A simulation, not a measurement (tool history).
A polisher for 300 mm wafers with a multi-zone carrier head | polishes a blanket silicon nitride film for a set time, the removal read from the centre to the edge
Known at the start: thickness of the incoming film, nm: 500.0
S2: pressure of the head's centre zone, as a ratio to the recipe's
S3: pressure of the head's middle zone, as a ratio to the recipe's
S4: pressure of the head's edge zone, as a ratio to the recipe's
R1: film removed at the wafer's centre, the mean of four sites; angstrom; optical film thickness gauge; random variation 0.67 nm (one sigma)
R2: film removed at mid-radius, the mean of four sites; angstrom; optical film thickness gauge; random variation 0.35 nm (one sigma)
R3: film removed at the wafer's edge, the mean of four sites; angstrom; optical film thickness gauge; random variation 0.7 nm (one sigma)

{"run": 1, "hour": 0.0, "flow of slurry (ml/min)": 170, "S2": 1, "S3": 1, "S4": 1, "polishing time (s)": 55, "R1": 709.16, "R2": 703.17, "R3": 723.21}
{"run": 2, "hour": 2.6, "flow of slurry (ml/min)": 205, "S2": 1, "S3": 1, "S4": 1, "polishing time (s)": 55, "R1": 719.89, "R2": 724.71, "R3": 732.39}
{"run": 3, "hour": 9.6, "flow of slurry (ml/min)": 205, "S2": 0.99, "S3": 0.98, "S4": 0.98, "polishing time (s)": 52, "R1": 687.17, "R2": 667.97, "R3": 671.63}
{"run": 4, "hour": 14.3, "flow of slurry (ml/min)": 205, "S2": 0.99, "S3": 0.98, "S4": 0.98, "polishing time (s)": 63, "R1": 812.78, "R2": 816.23, "R3": 814.73}
{"run": 5, "hour": 22.7, "flow of slurry (ml/min)": 200, "S2": 0.97, "S3": 0.95, "S4": 0.96, "polishing time (s)": 60, "R1": 761.51, "R2": 752.38, "R3": 802.71}
{"run": 6, "hour": 24.9, "flow of slurry (ml/min)": 170, "S2": 0.97, "S3": 0.95, "S4": 0.96, "polishing time (s)": 60, "R1": 744.98, "R2": 734.13, "R3": 795.94}
{"run": 7, "hour": 30.3, "flow of slurry (ml/min)": 170, "S2": 0.97, "S3": 0.95, "S4": 0.96, "polishing time (s)": 60, "R1": 742.43, "R2": 738.83, "R3": 750.19}
{"run": 8, "hour": 39.2, "flow of slurry (ml/min)": 165, "S2": 0.96, "S3": 0.93, "S4": 0.95, "polishing time (s)": 57, "R1": 710.96, "R2": 692.02, "R3": 720.54}
{"run": 9, "hour": 43.1, "flow of slurry (ml/min)": 160, "S2": 0.95, "S3": 0.92, "S4": 0.94, "polishing time (s)": 54, "R1": 630.6, "R2": 630.89, "R3": 678.13}
{"run": 10, "hour": 50.5, "flow of slurry (ml/min)": 160, "S2": 0.96, "S3": 0.91, "S4": 0.92, "polishing time (s)": 52, "R1": 652.82, "R2": 609.87, "R3": 642.68}

Run 11 comes next. What will it give?
{"run": 11, "hour": 51.7, "flow of slurry (ml/min)": 160, "S2": 0.95, "S3": 0.9, "S4": 0.91, "polishing time (s)": 50, "R1": "?", "R2": "?", "R3": "?"}

R1: 598.6 angstrom
R2: 576.68 angstrom
R3: 621.58 angstrom
